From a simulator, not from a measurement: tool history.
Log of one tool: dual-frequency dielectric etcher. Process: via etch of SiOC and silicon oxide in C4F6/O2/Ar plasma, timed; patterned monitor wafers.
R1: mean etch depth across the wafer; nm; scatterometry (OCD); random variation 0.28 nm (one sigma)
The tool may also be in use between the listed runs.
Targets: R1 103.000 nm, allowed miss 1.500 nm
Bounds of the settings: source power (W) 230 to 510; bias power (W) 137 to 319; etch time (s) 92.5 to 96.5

Run 1, hour 0.0: source power (W) 370, bias power (W) 228, etch time (s) 92.5. Result: R1 113.810 nm.
Run 2, hour 8.3: source power (W) 350, bias power (W) 227, etch time (s) 92.5. Result: R1 111.450 nm.
Run 3, hour 10.6: source power (W) 350, bias power (W) 227, etch time (s) 96.5. Result: R1 117.520 nm.
Run 4, hour 19.5: source power (W) 300, bias power (W) 227, etch time (s) 96.5. Result: R1 111.620 nm.
Run 5, hour 25.0: source power (W) 340, bias power (W) 227, etch time (s) 96.5. Result: R1 115.790 nm.
Run 6, hour 29.8: source power (W) 320, bias power (W) 225, etch time (s) 96.5. Result: R1 113.450 nm.
Run 7, hour 38.3: source power (W) 300, bias power (W) 224, etch time (s) 96.5. Result: R1 110.770 nm.
Run 8, hour 39.7: source power (W) 290, bias power (W) 223, etch time (s) 96.5. Result: R1 109.550 nm.
Run 9, hour 41.9: source power (W) 280, bias power (W) 222, etch time (s) 96.5. Result: R1 108.270 nm.

5 next moves are on the table. One of them brings every result within its allowed miss. Which?
Run A, hour 44.1: source power (W) 250, bias power (W) 220, etch time (s) 92.5. Result: R1 ?.
Run B, hour 44.1: source power (W) 240, bias power (W) 224, etch time (s) 93.0. Result: R1 ?.
Run C, hour 44.1: source power (W) 310, bias power (W) 198, etch time (s) 93.5. Result: R1 ?.
Run D, hour 44.1: source power (W) 320, bias power (W) 170, etch time (s) 95.5. Result: R1 ?.
Run E, hour 44.1: source power (W) 280, bias power (W) 195, etch time (s) 93.5. Result: R1 ?.

move       R1
   A  100.670
   B  100.860
   C  103.450
   D   99.699
   E   99.672
A: takes the result that was furthest off past its target
B: takes the result that was furthest off past its target
C: meets every target
D: takes the result that was furthest off past its target
E: takes the result that was furthest off past its target
The right move is C.
